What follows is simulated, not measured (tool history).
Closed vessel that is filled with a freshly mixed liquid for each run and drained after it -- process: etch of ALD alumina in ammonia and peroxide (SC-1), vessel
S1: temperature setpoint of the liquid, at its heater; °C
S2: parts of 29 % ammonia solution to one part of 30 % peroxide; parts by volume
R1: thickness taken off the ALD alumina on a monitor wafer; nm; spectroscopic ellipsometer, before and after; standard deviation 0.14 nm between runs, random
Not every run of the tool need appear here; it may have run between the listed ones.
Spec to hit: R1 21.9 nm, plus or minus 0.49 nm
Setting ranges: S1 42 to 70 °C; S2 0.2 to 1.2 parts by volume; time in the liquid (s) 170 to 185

run 1 hour=0 | S1=58 S2=0.75 time_in_the_liquid_(s)=170 | R1=13.387
run 2 hour=1.5 | S1=61 S2=0.75 time_in_the_liquid_(s)=170 | R1=15.625
run 3 hour=7.9 | S1=61 S2=0.75 time_in_the_liquid_(s)=185 | R1=16.95
run 4 hour=12.1 | S1=67.5 S2=0.75 time_in_the_liquid_(s)=185 | R1=23.582
run 5 hour=14 | S1=70 S2=0.75 time_in_the_liquid_(s)=185 | R1=26.83
run 6 hour=20.3 | S1=70 S2=0.75 time_in_the_liquid_(s)=170 | R1=24.271
run 7 hour=25.9 | S1=69.5 S2=0.75 time_in_the_liquid_(s)=170 | R1=24.09
run 8 hour=34.8 | S1=69 S2=0.75 time_in_the_liquid_(s)=170 | R1=23.475
-- hour=38.4 ammonia flow meter replaced
run 9 hour=38.4 | S1=68.5 S2=0.75 time_in_the_liquid_(s)=170 | R1=22.719

Next run, 5 choices. One meets every target within its allowed miss, the rest don't. Which?
run A hour=42 | S1=68.5 S2=0.5 time_in_the_liquid_(s)=185 | R1=?
run B hour=42 | S1=66.5 S2=0.7 time_in_the_liquid_(s)=175 | R1=?
run C hour=42 | S1=68.5 S2=0.85 time_in_the_liquid_(s)=175 | R1=?
run D hour=42 | S1=66 S2=0.75 time_in_the_liquid_(s)=185 | R1=?
run E hour=42 | S1=70 S2=0.45 time_in_the_liquid_(s)=170 | R1=?

move=A R1=23.645
move=B R1=20.941
move=C R1=23.516
move=D R1=21.741
move=E R1=23.128
A: misses by more than the last run did
B: takes the result that was furthest off past its target
C: misses by more than the last run did
D: meets every target
E: misses by more than the last run did
So the answer is move D, the one that meets all the targets.

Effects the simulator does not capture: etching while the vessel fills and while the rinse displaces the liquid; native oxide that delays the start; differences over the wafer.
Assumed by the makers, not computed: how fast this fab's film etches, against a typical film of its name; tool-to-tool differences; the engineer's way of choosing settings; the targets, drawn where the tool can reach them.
